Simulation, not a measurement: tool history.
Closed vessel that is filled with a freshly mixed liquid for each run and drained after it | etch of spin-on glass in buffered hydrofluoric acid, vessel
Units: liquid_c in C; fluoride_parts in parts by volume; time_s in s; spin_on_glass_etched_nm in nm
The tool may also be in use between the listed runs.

run 1 day=0 | liquid_c=22 fluoride_parts=23.5 time_s=30 | spin_on_glass_etched_nm=30.746
run 2 day=0.162 | liquid_c=22 fluoride_parts=23.5 time_s=30 | spin_on_glass_etched_nm=31.256
run 3 day=0.221 | liquid_c=24 fluoride_parts=23.5 time_s=30 | spin_on_glass_etched_nm=34.601
run 4 day=0.525 | liquid_c=26 fluoride_parts=19.5 time_s=30 | spin_on_glass_etched_nm=44.402
run 5 day=0.675 | liquid_c=27.5 fluoride_parts=17.5 time_s=30 | spin_on_glass_etched_nm=52.734
run 6 day=0.762 | liquid_c=27.5 fluoride_parts=17.5 time_s=30 | spin_on_glass_etched_nm=53.561
run 7 day=1.067 | liquid_c=27.5 fluoride_parts=17.5 time_s=30 | spin_on_glass_etched_nm=53.337

The next listed run, before its measurement:
run 8 day=1.375 | liquid_c=30 fluoride_parts=13 time_s=30 | spin_on_glass_etched_nm=?

Run 8 gave spin_on_glass_etched_nm 80.999 nm.
